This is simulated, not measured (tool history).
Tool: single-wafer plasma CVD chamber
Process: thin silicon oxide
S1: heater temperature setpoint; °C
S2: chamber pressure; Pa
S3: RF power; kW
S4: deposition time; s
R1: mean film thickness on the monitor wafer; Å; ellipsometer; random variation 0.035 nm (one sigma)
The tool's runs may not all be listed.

run,hour,S1,S2,S3,S4,R1
1,0.0,410,133,0.280,2.87,66.344
2,3.5,410,136,0.280,2.87,66.326
3,7.8,410,136,0.280,2.73,63.701
4,8.9,410,139,0.280,2.73,63.936
5,10.0,410,139,0.295,2.73,65.236
6,11.4,410,141,0.295,2.73,66.199
7,13.4,410,144,0.295,2.73,66.886
8,17.3,410,144,0.295,2.73,66.993

Run 9 comes next. What will it give?
9,21.4,410,147,0.295,2.73,?

Run 9 gave R1 67.504 Å.

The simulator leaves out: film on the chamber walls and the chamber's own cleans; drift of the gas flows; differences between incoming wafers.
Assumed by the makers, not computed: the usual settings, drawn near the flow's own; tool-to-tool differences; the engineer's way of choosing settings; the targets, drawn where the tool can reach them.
